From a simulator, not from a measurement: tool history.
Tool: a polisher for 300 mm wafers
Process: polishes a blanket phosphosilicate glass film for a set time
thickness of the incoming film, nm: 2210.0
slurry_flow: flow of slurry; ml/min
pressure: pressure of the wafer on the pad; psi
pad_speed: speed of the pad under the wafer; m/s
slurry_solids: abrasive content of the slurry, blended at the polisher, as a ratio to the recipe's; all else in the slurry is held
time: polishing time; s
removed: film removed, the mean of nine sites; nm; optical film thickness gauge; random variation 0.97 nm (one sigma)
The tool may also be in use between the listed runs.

| run | day | slurry_flow | pressure | pad_speed | slurry_solids | time | removed |
|---|---|---|---|---|---|---|---|
| 1 | 0.000 | 290 | 2.9 | 0.90 | 1.0 | 55 | 382.40 |
| 2 | 0.304 | 260 | 2.9 | 0.90 | 1.0 | 55 | 374.83 |
| 3 | 0.408 | 255 | 2.7 | 0.86 | 1.0 | 55 | 338.27 |
| 4 | 0.692 | 255 | 3.0 | 0.86 | 1.0 | 55 | 373.50 |
| 5 | 1.017 | 250 | 2.8 | 0.82 | 1.0 | 55 | 337.87 |
| 6 | 1.129 | 250 | 3.2 | 0.82 | 1.0 | 55 | 378.84 |

The next listed run, before its measurement:
| 7 | 1.438 | 245 | 2.9 | 0.78 | 1.0 | 55 | ? |

{"run 7": {"removed": 335.66}}
